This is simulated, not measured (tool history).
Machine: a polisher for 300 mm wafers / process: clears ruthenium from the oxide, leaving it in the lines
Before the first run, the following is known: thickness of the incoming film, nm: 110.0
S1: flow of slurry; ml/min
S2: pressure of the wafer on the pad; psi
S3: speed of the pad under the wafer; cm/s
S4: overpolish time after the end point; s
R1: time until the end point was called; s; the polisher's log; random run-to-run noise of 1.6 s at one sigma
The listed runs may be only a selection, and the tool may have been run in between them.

Run 1, hour 0.0: S1 280 ml/min, S2 2.4 psi, S3 92 cm/s, S4 13 s. Result: R1 82.909 s.
Run 2, hour 8.5: S1 280 ml/min, S2 2.3 psi, S3 92 cm/s, S4 13 s. Result: R1 85.150 s.
Run 3, hour 15.0: S1 280 ml/min, S2 1.9 psi, S3 92 cm/s, S4 13 s. Result: R1 102.130 s.
Run 4, hour 21.3: S1 315 ml/min, S2 1.9 psi, S3 92 cm/s, S4 13 s. Result: R1 101.110 s.
Run 5, hour 27.2: S1 315 ml/min, S2 1.9 psi, S3 92 cm/s, S4 13 s. Result: R1 101.950 s.
Run 6, hour 33.2: S1 270 ml/min, S2 1.9 psi, S3 92 cm/s, S4 13 s. Result: R1 103.210 s.
Run 7, hour 39.6: S1 270 ml/min, S2 1.8 psi, S3 92 cm/s, S4 13 s. Result: R1 107.420 s.

What will run 8 give?
Run 8, hour 43.7: S1 270 ml/min, S2 1.5 psi, S3 92 cm/s, S4 13 s. Result: R1 ?.

{"run 8": {"R1": 126.88}}
